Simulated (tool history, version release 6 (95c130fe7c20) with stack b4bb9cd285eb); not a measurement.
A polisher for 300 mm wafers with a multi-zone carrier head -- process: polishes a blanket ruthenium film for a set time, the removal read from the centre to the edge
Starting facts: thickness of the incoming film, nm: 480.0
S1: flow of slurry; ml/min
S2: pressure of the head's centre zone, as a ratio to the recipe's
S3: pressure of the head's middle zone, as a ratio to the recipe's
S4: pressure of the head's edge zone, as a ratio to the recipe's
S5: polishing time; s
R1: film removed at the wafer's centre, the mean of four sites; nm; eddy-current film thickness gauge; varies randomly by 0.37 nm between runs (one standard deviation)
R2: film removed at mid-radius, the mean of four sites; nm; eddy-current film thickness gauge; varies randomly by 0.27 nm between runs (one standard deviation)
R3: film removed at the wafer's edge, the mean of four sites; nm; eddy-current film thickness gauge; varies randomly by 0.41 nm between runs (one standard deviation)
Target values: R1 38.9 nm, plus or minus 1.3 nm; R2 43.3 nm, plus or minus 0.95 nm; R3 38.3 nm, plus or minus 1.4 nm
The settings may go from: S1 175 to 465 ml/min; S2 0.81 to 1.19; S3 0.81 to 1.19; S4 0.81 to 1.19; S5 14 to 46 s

Run 1, hour 0: S1 295 ml/min, S2 1, S3 1, S4 1, S5 30 s. Result: R1 44.133 nm, R2 43.519 nm, R3 43.652 nm.
Run 2, hour 1.1: S1 290 ml/min, S2 0.99, S3 1, S4 0.98, S5 30 s. Result: R1 42.845 nm, R2 43.5 nm, R3 42.184 nm.
Run 3, hour 5.1: S1 235 ml/min, S2 0.99, S3 1, S4 0.98, S5 30 s. Result: R1 40.463 nm, R2 42.064 nm, R3 42.038 nm.
Run 4, hour 10.7: S1 235 ml/min, S2 0.99, S3 1, S4 0.95, S5 30 s. Result: R1 40.978 nm, R2 41.759 nm, R3 41.152 nm.
Run 5, hour 16.7: S1 235 ml/min, S2 0.99, S3 1, S4 0.95, S5 33 s. Result: R1 44.919 nm, R2 45.753 nm, R3 45.253 nm.
At hour 21.1: slurry nozzle cleaned.
Run 6, hour 21.1: S1 235 ml/min, S2 0.99, S3 1, S4 0.91, S5 33 s. Result: R1 48.891 nm, R2 49.233 nm, R3 46.548 nm.
Run 7, hour 26.4: S1 240 ml/min, S2 0.98, S3 1.01, S4 0.91, S5 32 s. Result: R1 47.662 nm, R2 47.875 nm, R3 44.895 nm.
Run 8, hour 33.2: S1 240 ml/min, S2 0.97, S3 1.01, S4 0.91, S5 31 s. Result: R1 45.575 nm, R2 47.055 nm, R3 44.605 nm.
Run 9, hour 34.4: S1 240 ml/min, S2 0.98, S3 1.03, S4 0.92, S5 31 s. Result: R1 44.917 nm, R2 47.818 nm, R3 44.281 nm.
Run 10, hour 42.7: S1 240 ml/min, S2 0.98, S3 1.03, S4 0.92, S5 30 s. Result: R1 44.264 nm, R2 45.736 nm, R3 43.227 nm.
Run 11, hour 46.5: S1 240 ml/min, S2 0.98, S3 1.03, S4 0.92, S5 30 s. Result: R1 43.735 nm, R2 45.829 nm, R3 42.767 nm.
Run 12, hour 52.1: S1 240 ml/min, S2 0.98, S3 1.04, S4 0.92, S5 30 s. Result: R1 44.233 nm, R2 46.277 nm, R3 42.829 nm.

Below are 4 possible settings for the next run. Only one of them brings all results inside the allowed miss of their targets. Which is it?
Run A, hour 57.7: S1 300 ml/min, S2 0.89, S3 1, S4 0.81, S5 28 s. Result: R1 ?, R2 ?, R3 ?.
Run B, hour 57.7: S1 235 ml/min, S2 0.95, S3 1.15, S4 0.87, S5 25 s. Result: R1 ?, R2 ?, R3 ?.
Run C, hour 57.7: S1 225 ml/min, S2 1.02, S3 1.05, S4 0.84, S5 28 s. Result: R1 ?, R2 ?, R3 ?.
Run D, hour 57.7: S1 270 ml/min, S2 1.07, S3 1.14, S4 0.81, S5 26 s. Result: R1 ?, R2 ?, R3 ?.

move      R1      R2      R3
   A  38.963  43.446    38.8
   B  35.734  41.632   34.93
   C  42.328  43.406  38.381
   D  42.109   43.75  35.659
A: each result inside its tolerance
B: pushes the last run's worst result past its target
C: an improvement on the last run, though not all results are within tolerance
D: an improvement on the last run, though not all results are within tolerance
So the answer is move A, the one that meets all the targets.
